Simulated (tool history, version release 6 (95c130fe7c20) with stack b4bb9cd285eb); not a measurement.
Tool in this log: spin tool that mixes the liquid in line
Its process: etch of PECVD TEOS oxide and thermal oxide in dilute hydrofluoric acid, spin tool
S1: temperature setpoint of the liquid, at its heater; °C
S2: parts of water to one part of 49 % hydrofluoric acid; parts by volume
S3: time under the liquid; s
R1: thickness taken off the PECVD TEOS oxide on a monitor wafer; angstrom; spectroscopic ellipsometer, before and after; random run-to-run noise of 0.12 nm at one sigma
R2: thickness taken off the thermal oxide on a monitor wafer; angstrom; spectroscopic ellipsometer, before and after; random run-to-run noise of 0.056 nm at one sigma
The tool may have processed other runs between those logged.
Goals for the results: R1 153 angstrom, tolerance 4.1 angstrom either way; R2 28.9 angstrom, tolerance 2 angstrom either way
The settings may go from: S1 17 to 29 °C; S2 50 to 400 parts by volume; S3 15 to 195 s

run 1 hour=0 | S1=21 S2=225 S3=100 | R1=83.082 R2=16.183
run 2 hour=0.7 | S1=18 S2=225 S3=100 | R1=73.644 R2=13.832
run 3 hour=5.9 | S1=21 S2=225 S3=100 | R1=85.187 R2=15.582
run 4 hour=8.1 | S1=24 S2=225 S3=100 | R1=93.527 R2=17.497
run 5 hour=17.1 | S1=24.5 S2=215 S3=100 | R1=100.51 R2=18.795
run 6 hour=21.3 | S1=24.5 S2=255 S3=100 | R1=81.313 R2=15.213
run 7 hour=25.3 | S1=25 S2=240 S3=100 | R1=90.721 R2=16.975
run 8 hour=28.7 | S1=25.5 S2=230 S3=100 | R1=96.35 R2=18.617
run 9 hour=31 | S1=26 S2=220 S3=100 | R1=102.77 R2=19.649
run 10 hour=35 | S1=26.5 S2=210 S3=100 | R1=112.57 R2=21.166
run 11 hour=41.6 | S1=27 S2=205 S3=100 | R1=117.76 R2=22.023
run 12 hour=45.3 | S1=27.5 S2=200 S3=100 | R1=123.77 R2=22.804
run 13 hour=50.6 | S1=27.5 S2=195 S3=100 | R1=127.65 R2=23.638
run 14 hour=58 | S1=27.5 S2=190 S3=100 | R1=130.47 R2=25.486
run 15 hour=63.1 | S1=28 S2=180 S3=100 | R1=141.28 R2=27.292
run 16 hour=71.7 | S1=28 S2=180 S3=100 | R1=141.39 R2=27.717
run 17 hour=79.3 | S1=28.5 S2=180 S3=100 | R1=144.06 R2=27.933

Which of these 5 next moves meets every target?
run A hour=86.9 | S1=26.5 S2=110 S3=55 | R1=? R2=?
run B hour=86.9 | S1=29 S2=145 S3=70 | R1=? R2=?
run C hour=86.9 | S1=24 S2=160 S3=95 | R1=? R2=?
run D hour=86.9 | S1=29 S2=210 S3=115 | R1=? R2=?
run E hour=86.9 | S1=29 S2=175 S3=100 | R1=? R2=?

move=A R1=133.22 R2=24.762
move=B R1=135.04 R2=25.099
move=C R1=135.42 R2=25.169
move=D R1=141.35 R2=26.272
move=E R1=153.89 R2=28.603
A: its largest miss is bigger than the last run's
B: its largest miss is bigger than the last run's
C: its largest miss is bigger than the last run's
D: its largest miss is bigger than the last run's
E: in spec on every target
Move E is the one to make.
